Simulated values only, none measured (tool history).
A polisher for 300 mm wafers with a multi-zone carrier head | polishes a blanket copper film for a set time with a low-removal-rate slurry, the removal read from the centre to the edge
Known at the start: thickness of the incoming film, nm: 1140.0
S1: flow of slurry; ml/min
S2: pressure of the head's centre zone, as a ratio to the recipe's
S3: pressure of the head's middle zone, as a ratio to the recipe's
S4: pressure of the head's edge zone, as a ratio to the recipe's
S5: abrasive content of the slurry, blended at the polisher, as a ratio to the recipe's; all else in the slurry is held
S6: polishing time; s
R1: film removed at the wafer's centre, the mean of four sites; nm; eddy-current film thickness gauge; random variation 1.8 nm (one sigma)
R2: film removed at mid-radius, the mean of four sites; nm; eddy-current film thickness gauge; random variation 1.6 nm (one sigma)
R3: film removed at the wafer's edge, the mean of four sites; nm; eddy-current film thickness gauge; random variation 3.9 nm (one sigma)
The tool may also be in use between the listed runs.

Run 1, hour 0.0: S1 120 ml/min, S2 1.00, S3 1.00, S4 1.00, S5 1.00, S6 79 s. Result: R1 261.21 nm, R2 264.69 nm, R3 264.42 nm.
Run 2, hour 2.5: S1 110 ml/min, S2 0.98, S3 1.00, S4 1.02, S5 1.00, S6 79 s. Result: R1 250.15 nm, R2 258.57 nm, R3 259.89 nm.
Run 3, hour 8.0: S1 125 ml/min, S2 0.98, S3 1.00, S4 1.02, S5 1.00, S6 79 s. Result: R1 260.06 nm, R2 271.62 nm, R3 269.90 nm.
Run 4, hour 12.8: S1 125 ml/min, S2 0.98, S3 1.00, S4 1.02, S5 1.00, S6 67 s. Result: R1 219.61 nm, R2 231.01 nm, R3 230.61 nm.
Run 5, hour 19.2: S1 125 ml/min, S2 0.98, S3 1.00, S4 0.98, S5 1.00, S6 67 s. Result: R1 220.04 nm, R2 226.02 nm, R3 223.63 nm.
Run 6, hour 25.5: S1 125 ml/min, S2 0.91, S3 1.00, S4 0.98, S5 1.00, S6 67 s. Result: R1 204.10 nm, R2 230.38 nm, R3 224.06 nm.
Run 7, hour 31.7: S1 135 ml/min, S2 0.92, S3 0.99, S4 1.02, S5 1.00, S6 67 s. Result: R1 208.67 nm, R2 232.77 nm, R3 237.35 nm.
Run 8, hour 38.0: S1 145 ml/min, S2 0.93, S3 0.99, S4 1.03, S5 1.00, S6 67 s. Result: R1 217.65 nm, R2 234.64 nm, R3 231.96 nm.
Run 9, hour 43.8: S1 145 ml/min, S2 0.93, S3 0.99, S4 1.07, S5 1.05, S6 67 s. Result: R1 219.02 nm, R2 236.83 nm, R3 246.23 nm.
Run 10, hour 49.2: S1 145 ml/min, S2 0.93, S3 0.99, S4 1.07, S5 1.05, S6 67 s. Result: R1 221.61 nm, R2 239.94 nm, R3 244.73 nm.
Run 11, hour 55.3: S1 150 ml/min, S2 0.93, S3 0.99, S4 1.09, S5 1.05, S6 67 s. Result: R1 218.89 nm, R2 238.58 nm, R3 244.14 nm.

Run 12 comes next. What will it give?
Run 12, hour 56.6: S1 155 ml/min, S2 0.93, S3 0.99, S4 1.11, S5 1.10, S6 67 s. Result: R1 ?, R2 ?, R3 ?.

{"run 12": {"R1": 223.24, "R2": 243.98, "R3": 254.12}}
